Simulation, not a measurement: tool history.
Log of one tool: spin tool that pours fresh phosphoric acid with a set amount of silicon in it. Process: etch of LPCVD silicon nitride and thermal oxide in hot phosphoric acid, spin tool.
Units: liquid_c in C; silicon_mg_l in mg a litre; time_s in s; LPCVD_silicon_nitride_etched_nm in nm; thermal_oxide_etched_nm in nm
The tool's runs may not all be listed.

run,hour,liquid_c,silicon_mg_l,time_s,LPCVD_silicon_nitride_etched_nm,thermal_oxide_etched_nm
1,0,160,11,155,12.965,0.37088
2,6.4,159,11,135,10.929,0.26612
3,7.9,159,11,190,15.482,0.37879
4,12.5,159,11,145,12.028,0.2945
5,21.1,157.5,11,145,11.4,0.27827
6,22.1,159,11,145,11.781,0.30519

Run 7 comes next. What will it give?
7,25.7,158.5,10.5,125,?,?

LPCVD_silicon_nitride_etched_nm: 9.9829 nm
thermal_oxide_etched_nm: 0.27268 nm
